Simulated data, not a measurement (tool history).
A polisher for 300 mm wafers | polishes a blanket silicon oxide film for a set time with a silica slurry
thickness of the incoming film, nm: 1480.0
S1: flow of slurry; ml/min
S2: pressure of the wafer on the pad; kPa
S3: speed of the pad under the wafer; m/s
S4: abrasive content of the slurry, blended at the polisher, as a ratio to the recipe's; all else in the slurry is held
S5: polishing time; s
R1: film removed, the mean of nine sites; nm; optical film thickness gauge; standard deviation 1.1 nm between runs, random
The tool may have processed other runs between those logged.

Run 1, day 0.000: S1 195 ml/min, S2 26.2 kPa, S3 0.92 m/s, S4 1.0, S5 25 s. Result: R1 73.672 nm.
Run 2, day 0.133: S1 195 ml/min, S2 26.2 kPa, S3 0.92 m/s, S4 1.2, S5 25 s. Result: R1 77.833 nm.
Run 3, day 0.462: S1 195 ml/min, S2 26.2 kPa, S3 0.92 m/s, S4 1.2, S5 22 s. Result: R1 67.393 nm.
Run 4, day 0.583: S1 195 ml/min, S2 26.2 kPa, S3 0.92 m/s, S4 1.2, S5 22 s. Result: R1 69.177 nm.
Run 5, day 0.812: S1 195 ml/min, S2 28.3 kPa, S3 0.92 m/s, S4 1.2, S5 22 s. Result: R1 73.863 nm.
Run 6, day 0.954: S1 195 ml/min, S2 28.3 kPa, S3 0.92 m/s, S4 1.4, S5 22 s. Result: R1 76.846 nm.

Run 7 has not been measured yet. What should we expect?
Run 7, day 1.271: S1 195 ml/min, S2 29.6 kPa, S3 0.92 m/s, S4 1.4, S5 22 s. Result: R1 ?.

Run 7 measured R1 79.975 nm.

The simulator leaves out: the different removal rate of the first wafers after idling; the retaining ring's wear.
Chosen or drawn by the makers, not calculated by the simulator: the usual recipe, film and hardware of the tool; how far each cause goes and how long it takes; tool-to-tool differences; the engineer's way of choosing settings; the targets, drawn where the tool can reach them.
